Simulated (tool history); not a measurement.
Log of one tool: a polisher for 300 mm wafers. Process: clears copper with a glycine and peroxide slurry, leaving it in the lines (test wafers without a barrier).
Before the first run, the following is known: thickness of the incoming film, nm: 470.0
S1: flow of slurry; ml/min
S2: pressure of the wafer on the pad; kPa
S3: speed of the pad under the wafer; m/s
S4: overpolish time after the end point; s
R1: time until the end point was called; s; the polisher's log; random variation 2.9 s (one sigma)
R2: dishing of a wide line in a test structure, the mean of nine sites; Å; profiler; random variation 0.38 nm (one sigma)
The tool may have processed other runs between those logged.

| run | hour | S1 | S2 | S3 | S4 | R1 | R2 |
|---|---|---|---|---|---|---|---|
| 1 | 0.0 | 120 | 14.5 | 0.86 | 10 | 131.91 | 251.86 |
| 2 | 7.4 | 120 | 14.5 | 0.70 | 10 | 154.51 | 224.87 |
| 3 | 8.1 | 120 | 14.5 | 0.86 | 10 | 132.35 | 248.26 |
| 4 | 9.0 | 120 | 12.4 | 0.86 | 10 | 146.39 | 228.10 |
| 5 | 15.2 | 120 | 11.7 | 0.86 | 10 | 152.51 | 230.78 |
| 6 | 20.3 | 120 | 11.0 | 0.86 | 10 | 154.82 | 217.56 |

The next listed run, before its measurement:
| 7 | 24.4 | 120 | 10.3 | 0.86 | 10 | ? | ? |

Logged for run 7: R1 165.07 s, R2 207.50 Å.

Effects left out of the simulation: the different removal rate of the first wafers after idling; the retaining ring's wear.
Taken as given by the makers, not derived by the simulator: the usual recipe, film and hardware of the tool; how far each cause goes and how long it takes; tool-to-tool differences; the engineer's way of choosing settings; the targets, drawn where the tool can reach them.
